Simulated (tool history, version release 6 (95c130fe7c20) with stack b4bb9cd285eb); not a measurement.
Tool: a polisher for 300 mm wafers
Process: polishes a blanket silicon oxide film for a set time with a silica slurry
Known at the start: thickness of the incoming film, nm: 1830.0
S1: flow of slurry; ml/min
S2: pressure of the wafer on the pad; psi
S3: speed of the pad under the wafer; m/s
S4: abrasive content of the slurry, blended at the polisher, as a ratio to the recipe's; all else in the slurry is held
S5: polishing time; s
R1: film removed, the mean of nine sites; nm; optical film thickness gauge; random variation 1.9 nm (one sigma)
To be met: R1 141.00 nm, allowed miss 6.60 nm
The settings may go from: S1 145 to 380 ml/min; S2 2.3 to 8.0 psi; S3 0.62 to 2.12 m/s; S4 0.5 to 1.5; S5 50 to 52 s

Run 1, hour 0.0: S1 245 ml/min, S2 5.1 psi, S3 1.36 m/s, S4 1.0, S5 50 s. Result: R1 250.82 nm.
Run 2, hour 7.4: S1 245 ml/min, S2 4.5 psi, S3 1.34 m/s, S4 1.0, S5 50 s. Result: R1 220.84 nm.
Run 3, hour 8.0: S1 245 ml/min, S2 5.0 psi, S3 1.34 m/s, S4 1.0, S5 50 s. Result: R1 243.85 nm.
Run 4, hour 8.7: S1 245 ml/min, S2 5.0 psi, S3 1.14 m/s, S4 1.0, S5 50 s. Result: R1 210.60 nm.
Run 5, hour 13.8: S1 215 ml/min, S2 5.0 psi, S3 1.14 m/s, S4 1.0, S5 50 s. Result: R1 204.84 nm.
Run 6, hour 22.0: S1 215 ml/min, S2 5.0 psi, S3 1.14 m/s, S4 0.8, S5 50 s. Result: R1 173.66 nm.
Run 7, hour 30.5: S1 210 ml/min, S2 4.8 psi, S3 1.14 m/s, S4 0.8, S5 50 s. Result: R1 172.67 nm.
Run 8, hour 32.0: S1 210 ml/min, S2 4.6 psi, S3 1.14 m/s, S4 0.8, S5 50 s. Result: R1 161.23 nm.

4 next moves are on the table. One of them brings every result within its allowed miss. Which?
Run A, hour 33.5: S1 235 ml/min, S2 4.8 psi, S3 0.90 m/s, S4 0.8, S5 50 s. Result: R1 ?.
Run B, hour 33.5: S1 200 ml/min, S2 4.5 psi, S3 1.26 m/s, S4 0.7, S5 52 s. Result: R1 ?.
Run C, hour 33.5: S1 265 ml/min, S2 3.4 psi, S3 1.22 m/s, S4 1.0, S5 50 s. Result: R1 ?.
Run D, hour 33.5: S1 220 ml/min, S2 4.8 psi, S3 1.30 m/s, S4 0.6, S5 52 s. Result: R1 ?.

move      R1
   A  141.84
   B  158.91
   C  153.41
   D  150.11
A: meets every target
B: nearer than the last run, and not there yet
C: nearer than the last run, and not there yet
D: nearer than the last run, and not there yet
The right move is A.
